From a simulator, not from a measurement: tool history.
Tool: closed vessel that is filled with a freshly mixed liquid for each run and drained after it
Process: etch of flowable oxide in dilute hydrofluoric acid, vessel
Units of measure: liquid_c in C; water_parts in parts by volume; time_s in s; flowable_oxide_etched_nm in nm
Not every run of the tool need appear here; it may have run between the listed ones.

run	hour	liquid_c	water_parts	time_s	flowable_oxide_etched_nm
1	0	25	55	100	77.448
2	1.2	27	50	100	93.403
3	8.5	29	50	100	101.68
4	12.2	29	30	100	173.6
5	15.8	29	30	105	183.14
6	17.5	29	20	105	278.64
7	21.8	26	25	105	195.09
8	30	22	25	105	163.93
9	33.4	20.5	25	105	153.34

The next listed run, before its measurement:
10	36.8	19.5	25	105	?

flowable_oxide_etched_nm: 147.63 nm
